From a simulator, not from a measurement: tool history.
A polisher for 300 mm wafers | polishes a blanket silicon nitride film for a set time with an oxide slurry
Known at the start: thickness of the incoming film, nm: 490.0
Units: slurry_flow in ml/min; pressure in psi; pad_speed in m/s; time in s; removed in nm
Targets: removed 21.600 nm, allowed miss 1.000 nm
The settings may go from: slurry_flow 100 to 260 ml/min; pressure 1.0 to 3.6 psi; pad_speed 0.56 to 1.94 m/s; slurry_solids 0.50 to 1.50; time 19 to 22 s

run,hour,slurry_flow,pressure,pad_speed,slurry_solids,time,removed
1,0.0,165,2.3,1.24,1.00,22,12.692
2,1.8,165,2.5,1.24,1.00,22,13.650
3,5.8,165,2.7,1.24,1.00,22,14.431
4,10.5,165,2.7,1.48,1.00,22,16.868
5,17.1,165,2.7,1.36,1.00,22,15.299
6,21.5,165,2.7,1.36,1.00,22,15.227
7,29.1,165,2.8,1.38,1.00,22,16.159
8,34.8,165,2.9,1.38,1.00,22,16.015
9,35.6,165,3.0,1.42,1.00,22,17.324
10,41.7,175,3.5,1.44,1.00,22,19.399
11,48.3,175,3.5,1.44,1.00,22,18.886
12,51.6,175,3.5,1.44,1.00,22,19.033
13,53.1,175,3.5,1.46,1.00,22,19.665

Which of these 5 next moves meets every target?
A,54.6,170,3.5,1.44,1.15,19,?
B,54.6,155,3.6,1.54,0.90,21,?
C,54.6,170,3.6,1.68,0.60,21,?
D,54.6,185,3.6,1.54,1.05,22,?
E,54.6,130,2.9,1.44,1.20,22,?

move,removed
A,17.421
B,19.051
C,18.592
D,21.434
E,17.126
A: further off than the last run
B: further off than the last run
C: further off than the last run
D: meets every target
E: further off than the last run
The right move is D.

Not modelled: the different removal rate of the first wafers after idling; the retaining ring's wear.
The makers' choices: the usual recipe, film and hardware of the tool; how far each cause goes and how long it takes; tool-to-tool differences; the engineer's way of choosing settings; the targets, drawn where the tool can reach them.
